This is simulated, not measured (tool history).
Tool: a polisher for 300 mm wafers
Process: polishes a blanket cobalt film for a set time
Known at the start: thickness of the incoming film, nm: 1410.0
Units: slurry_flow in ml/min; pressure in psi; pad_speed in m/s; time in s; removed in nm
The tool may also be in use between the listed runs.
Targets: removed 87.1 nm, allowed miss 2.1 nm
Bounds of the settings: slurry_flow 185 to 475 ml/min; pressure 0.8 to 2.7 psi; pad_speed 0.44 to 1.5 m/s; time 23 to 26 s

Run 1, hour 0: slurry_flow 305 ml/min, pressure 1.7 psi, pad_speed 0.96 m/s, time 26 s. Result: removed 110.48 nm.
Run 2, hour 7: slurry_flow 355 ml/min, pressure 1.7 psi, pad_speed 0.96 m/s, time 26 s. Result: removed 112.72 nm.
Run 3, hour 11: slurry_flow 415 ml/min, pressure 1.7 psi, pad_speed 0.96 m/s, time 26 s. Result: removed 114.13 nm.
Run 4, hour 18.9: slurry_flow 415 ml/min, pressure 2 psi, pad_speed 0.96 m/s, time 26 s. Result: removed 134.54 nm.
Run 5, hour 23: slurry_flow 415 ml/min, pressure 1.9 psi, pad_speed 0.96 m/s, time 26 s. Result: removed 125.25 nm.
Run 6, hour 26.9: slurry_flow 445 ml/min, pressure 1.9 psi, pad_speed 0.96 m/s, time 26 s. Result: removed 125.07 nm.
Run 7, hour 31.5: slurry_flow 445 ml/min, pressure 1.8 psi, pad_speed 0.96 m/s, time 26 s. Result: removed 121.35 nm.
Run 8, hour 36.2: slurry_flow 445 ml/min, pressure 1.7 psi, pad_speed 0.96 m/s, time 26 s. Result: removed 114.07 nm.
Run 9, hour 44.9: slurry_flow 445 ml/min, pressure 1.6 psi, pad_speed 0.96 m/s, time 26 s. Result: removed 107.66 nm.
Run 10, hour 45.6: slurry_flow 445 ml/min, pressure 1.5 psi, pad_speed 0.96 m/s, time 26 s. Result: removed 101.37 nm.
Run 11, hour 46.8: slurry_flow 425 ml/min, pressure 1.2 psi, pad_speed 0.96 m/s, time 26 s. Result: removed 80.768 nm.

Which of these 5 next moves meets every target?
Run A, hour 48: slurry_flow 430 ml/min, pressure 1.1 psi, pad_speed 0.96 m/s, time 26 s. Result: removed ?.
Run B, hour 48: slurry_flow 400 ml/min, pressure 1.2 psi, pad_speed 0.94 m/s, time 24 s. Result: removed ?.
Run C, hour 48: slurry_flow 430 ml/min, pressure 1.2 psi, pad_speed 1.04 m/s, time 26 s. Result: removed ?.
Run D, hour 48: slurry_flow 440 ml/min, pressure 1.2 psi, pad_speed 0.96 m/s, time 25 s. Result: removed ?.
Run E, hour 48: slurry_flow 415 ml/min, pressure 1 psi, pad_speed 1.02 m/s, time 26 s. Result: removed ?.

move  removed
   A   74.584
   B   73.014
   C   87.607
   D   78.035
   E   72.102
A: further off than the last run
B: further off than the last run
C: meets every target
D: further off than the last run
E: further off than the last run
Answer: C
